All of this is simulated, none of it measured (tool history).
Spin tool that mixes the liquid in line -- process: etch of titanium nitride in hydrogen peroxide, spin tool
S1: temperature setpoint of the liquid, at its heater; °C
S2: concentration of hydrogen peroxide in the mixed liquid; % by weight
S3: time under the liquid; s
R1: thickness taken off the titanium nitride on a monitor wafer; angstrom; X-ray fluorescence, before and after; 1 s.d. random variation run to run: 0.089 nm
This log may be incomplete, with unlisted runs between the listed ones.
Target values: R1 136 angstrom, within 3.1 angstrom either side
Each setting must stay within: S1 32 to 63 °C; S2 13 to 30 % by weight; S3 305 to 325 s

run,hour,S1,S2,S3,R1
1,0,47,26,305,88.093
2,2.3,48.5,26,305,98.702
3,8.9,48.5,29.5,305,101.56
4,10.1,49.5,29.5,305,110.51
5,18.3,50,29.5,305,114.81
6,24.1,50,29.5,305,111.74
7,32.2,50.5,29.5,305,116.19
8,41.2,51,29.5,305,122.32
9,42.6,51.5,29.5,305,127.21
10,44.9,52,29.5,305,131.52
11,46.4,52,29.5,305,130.86

5 next moves are on the table. One of them brings every result within its allowed miss. Which?
A,47.9,53,27,305,?
B,47.9,51.5,25,305,?
C,47.9,51.5,30,310,?
D,47.9,52,30,305,?
E,47.9,51.5,29.5,305,?

move,R1
A,138.05
B,121.99
C,129.06
D,131.6
E,126.51
A: every result within its allowed miss
B: the biggest miss grows against the last run
C: the biggest miss grows against the last run
D: moves toward the targets from the last run without getting all of them in spec
E: the biggest miss grows against the last run
Correct choice: A, which meets every target
